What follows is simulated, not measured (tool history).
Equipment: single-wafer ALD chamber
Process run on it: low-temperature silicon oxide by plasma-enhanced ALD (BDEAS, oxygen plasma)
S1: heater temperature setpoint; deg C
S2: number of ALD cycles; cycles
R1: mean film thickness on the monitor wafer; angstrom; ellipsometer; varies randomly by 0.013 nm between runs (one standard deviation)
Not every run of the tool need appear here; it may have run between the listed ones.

| run | day | S1 | S2 | R1 |
|---|---|---|---|---|
| 1 | 0.000 | 115 | 47 | 67.068 |
| 2 | 0.271 | 118 | 44 | 62.790 |
| 3 | 0.367 | 123 | 44 | 62.091 |
| 4 | 0.592 | 125 | 42 | 58.763 |
| 5 | 0.892 | 125 | 45 | 63.345 |
| 6 | 0.942 | 126 | 42 | 59.054 |
| 7 | 1.312 | 127 | 40 | 56.007 |
| 8 | 1.338 | 128 | 39 | 54.654 |
| 9 | 1.375 | 129 | 38 | 52.981 |

Estimate the outcome of run 10 from the log above:
| 10 | 1.417 | 130 | 38 | ? |

Run 10 produced R1 52.808 angstrom.
